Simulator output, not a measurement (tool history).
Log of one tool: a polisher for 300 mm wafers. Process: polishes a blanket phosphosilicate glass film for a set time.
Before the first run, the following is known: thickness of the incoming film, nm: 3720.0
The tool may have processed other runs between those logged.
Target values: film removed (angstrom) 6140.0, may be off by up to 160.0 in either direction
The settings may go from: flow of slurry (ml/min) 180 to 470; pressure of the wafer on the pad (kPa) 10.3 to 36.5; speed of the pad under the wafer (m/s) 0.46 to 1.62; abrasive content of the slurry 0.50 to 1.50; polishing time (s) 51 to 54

| run | hour | flow of slurry (ml/min) | pressure of the wafer on the pad (kPa) | speed of the pad under the wafer (m/s) | abrasive content of the slurry | polishing time (s) | film removed (angstrom) |
|---|---|---|---|---|---|---|---|
| 1 | 0.0 | 300 | 23.4 | 1.04 | 1.00 | 51 | 3900.4 |
| 2 | 4.3 | 300 | 24.8 | 1.04 | 1.00 | 51 | 4045.4 |
| 3 | 11.1 | 235 | 24.8 | 1.04 | 1.00 | 51 | 3940.9 |
| 4 | 19.2 | 235 | 24.8 | 1.04 | 1.00 | 54 | 4115.8 |
| 5 | 23.7 | 235 | 24.8 | 1.18 | 1.00 | 54 | 4584.9 |
| 6 | 29.2 | 250 | 25.5 | 1.18 | 1.00 | 54 | 4678.8 |
| 7 | 35.4 | 260 | 26.2 | 1.18 | 1.00 | 54 | 4800.3 |
| 8 | 43.2 | 260 | 33.1 | 1.18 | 1.00 | 54 | 5563.7 |
| 9 | 52.0 | 265 | 33.8 | 1.18 | 1.00 | 54 | 5694.2 |
|  | 58.6 | slurry blender recalibrated |
| 10 | 58.6 | 270 | 35.9 | 1.18 | 1.00 | 54 | 6923.3 |
| 11 | 67.2 | 210 | 34.5 | 1.18 | 1.00 | 54 | 6523.3 |
| 12 | 71.5 | 215 | 34.5 | 1.18 | 1.00 | 54 | 6497.0 |

Next run, 4 choices. One meets every target within its allowed miss, the rest don't. Which?
| A | 75.8 | 260 | 31.0 | 1.28 | 0.85 | 53 | ? |
| B | 75.8 | 225 | 35.9 | 1.20 | 1.00 | 51 | ? |
| C | 75.8 | 185 | 32.4 | 1.22 | 0.95 | 51 | ? |
| D | 75.8 | 325 | 36.5 | 1.30 | 0.80 | 52 | ? |

| move | film removed (angstrom) |
|---|---|
| A | 5750.4 |
| B | 6443.9 |
| C | 5698.1 |
| D | 6192.0 |
A: pushes the last run's worst result past its target
B: better than the last run, though not everything is in spec
C: pushes the last run's worst result past its target
D: meets every target
Answer: D
